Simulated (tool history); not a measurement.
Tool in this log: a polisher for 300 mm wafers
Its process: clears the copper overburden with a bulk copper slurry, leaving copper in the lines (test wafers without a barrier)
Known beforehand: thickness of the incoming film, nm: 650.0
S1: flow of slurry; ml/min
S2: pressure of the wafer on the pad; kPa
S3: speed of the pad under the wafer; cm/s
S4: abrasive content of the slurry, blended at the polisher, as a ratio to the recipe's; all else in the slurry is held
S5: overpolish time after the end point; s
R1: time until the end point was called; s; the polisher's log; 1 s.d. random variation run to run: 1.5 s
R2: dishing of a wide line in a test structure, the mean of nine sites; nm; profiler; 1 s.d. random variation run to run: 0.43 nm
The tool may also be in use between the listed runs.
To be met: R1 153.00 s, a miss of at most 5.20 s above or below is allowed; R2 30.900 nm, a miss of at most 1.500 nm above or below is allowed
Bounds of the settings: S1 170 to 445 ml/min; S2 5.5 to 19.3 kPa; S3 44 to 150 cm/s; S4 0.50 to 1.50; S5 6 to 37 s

run,hour,S1,S2,S3,S4,S5,R1,R2
1,0.0,285,12.4,96,1.00,19,106.38,62.142
2,3.7,285,11.0,96,1.00,16,116.66,52.906
3,5.7,285,11.0,96,0.90,16,118.19,51.395
4,13.5,280,10.3,96,0.90,14,124.03,43.391
5,21.6,275,9.7,96,0.85,13,133.42,39.373
6,23.1,275,11.7,96,0.85,13,116.91,45.036
7,27.9,270,11.0,96,0.85,12,121.26,39.696
8,34.1,255,10.3,96,0.85,12,128.21,38.628
9,38.9,255,10.3,96,0.85,12,128.00,38.321
10,43.3,245,9.7,96,0.85,12,133.00,36.511

Next run, 5 choices. One meets every target within its allowed miss, the rest don't. Which?
A,47.7,280,11.0,74,0.65,12,?,?
B,47.7,305,6.9,100,0.95,11,?,?
C,47.7,245,11.0,110,0.90,12,?,?
D,47.7,265,11.7,80,0.65,15,?,?
E,47.7,270,9.0,92,0.95,15,?,?

move,R1,R2
A,159.59,31.642
B,152.70,29.845
C,107.12,43.509
D,144.92,41.104
E,138.73,41.745
A: the result that was furthest off in the last run now lies on the other side of its target
B: every result within its allowed miss
C: moves away from the targets compared with the last run
D: moves away from the targets compared with the last run
E: moves away from the targets compared with the last run
Answer: B
